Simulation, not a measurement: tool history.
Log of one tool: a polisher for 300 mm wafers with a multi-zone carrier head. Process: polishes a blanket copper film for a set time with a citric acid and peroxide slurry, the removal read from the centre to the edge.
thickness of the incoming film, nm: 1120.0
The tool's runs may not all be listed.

run,hour,flow of slurry (ml/min),pressure of the head's centre zone,pressure of the head's middle zone,pressure of the head's edge zone,abrasive content of the slurry,polishing time (s),film removed at the wafer's centre (nm),film removed at mid-radius (nm),film removed at the wafer's edge (nm)
1,0,215,1,1,1,1,64,194.32,203.93,201.6
2,6.3,210,0.99,1,0.98,0.9,61,184.95,187.71,185.34
3,7.1,205,0.96,1.01,0.96,0.85,59,166.06,174.32,172.82
4,11.8,205,0.96,0.95,0.96,0.85,59,166.37,172.57,174.99
5,16.2,180,0.96,0.95,0.96,0.85,59,166.63,166.38,172.41
6,18.6,180,0.96,0.95,1.04,0.85,59,160.46,168.21,175.37
7,27.4,175,0.95,0.97,1.02,0.8,57,152.53,161.03,167.18

Forecast run 8:
8,31.5,175,0.95,0.99,0.99,0.75,56,?,?,?

film removed at the wafer's centre (nm): 147.68
film removed at mid-radius (nm): 157.81
film removed at the wafer's edge (nm): 158.3
